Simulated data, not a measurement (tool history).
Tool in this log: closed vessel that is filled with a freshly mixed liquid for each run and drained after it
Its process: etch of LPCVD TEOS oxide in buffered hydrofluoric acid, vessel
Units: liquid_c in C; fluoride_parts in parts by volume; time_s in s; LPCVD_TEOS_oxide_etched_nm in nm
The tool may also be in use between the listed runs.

run,hour,liquid_c,fluoride_parts,time_s,LPCVD_TEOS_oxide_etched_nm
1,0.0,23.0,19.5,105,236.59
2,5.2,20.0,19.5,105,199.98
3,10.2,20.0,19.5,105,197.62
4,15.7,20.0,14.5,105,269.52
5,17.5,22.0,14.5,105,297.63
6,21.8,22.5,14.5,105,300.59
7,26.9,23.0,14.5,105,311.83

The next listed run, before its measurement:
8,30.0,23.5,14.5,105,?

{"run 8": {"LPCVD_TEOS_oxide_etched_nm": 325.96}}
